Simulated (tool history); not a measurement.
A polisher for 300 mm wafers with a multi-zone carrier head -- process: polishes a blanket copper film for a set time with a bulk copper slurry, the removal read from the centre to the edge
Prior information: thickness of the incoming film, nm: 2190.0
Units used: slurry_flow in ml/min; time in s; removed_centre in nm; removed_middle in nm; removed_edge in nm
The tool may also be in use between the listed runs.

run  hour  slurry_flow  centre_zone  middle_zone  edge_zone  slurry_solids  time  removed_centre  removed_middle  removed_edge
  1     0          125            1            1          1              1    73          506.74          498.02        493.98
  2   8.7          135         1.02         1.03       1.01            1.1    74          532.75          540.79        530.27
  3   9.5          145         1.05         1.05          1           1.15    75          575.52          564.28        544.49
  4  14.8          150         1.07         1.07          1            1.2    76          603.27          604.19        549.11
  5  17.4          150         1.07         0.99          1            1.2    76          605.83          562.01        548.96
  6  18.6          150            1         0.99          1            1.2    76          569.94          550.04        548.96
  7  20.5          155         1.02         1.02          1           1.25    76          579.71          582.27        572.15
  8  27.1          155         1.02         1.02          1           1.25    76          589.12          579.31        554.66

Expected results for the next run?
  9  34.8          160         1.04         1.04          1            1.3    76               ?               ?             ?

Run 9 yielded removed_centre 601.69 nm, removed_middle 596.03 nm, removed_edge 570.45 nm.
